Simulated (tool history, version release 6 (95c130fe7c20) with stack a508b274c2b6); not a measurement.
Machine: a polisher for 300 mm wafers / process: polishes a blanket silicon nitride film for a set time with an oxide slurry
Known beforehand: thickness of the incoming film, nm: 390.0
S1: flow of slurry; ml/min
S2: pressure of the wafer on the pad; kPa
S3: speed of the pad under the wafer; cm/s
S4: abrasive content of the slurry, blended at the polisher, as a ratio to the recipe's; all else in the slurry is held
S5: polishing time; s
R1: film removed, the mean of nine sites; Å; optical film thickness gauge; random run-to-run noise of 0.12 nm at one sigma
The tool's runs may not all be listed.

run  hour   S1    S2   S3   S4  S5      R1
  1   0.0  135  24.8  134  1.0  34  273.55
  2   6.4  115  24.8  134  1.0  34  263.77
  3  14.4  115  24.8  134  1.0  34  266.13
  4  17.4  115  24.8  134  1.0  31  240.49
  5  24.3  110  24.1  134  1.0  31  232.82
  6  31.3  110  24.1  150  1.0  31  256.09

Run 7 has not been measured yet. What should we expect?
  7  35.8  105  22.8  150  1.0  31   ?

{"run 7": {"R1": 237.72}}
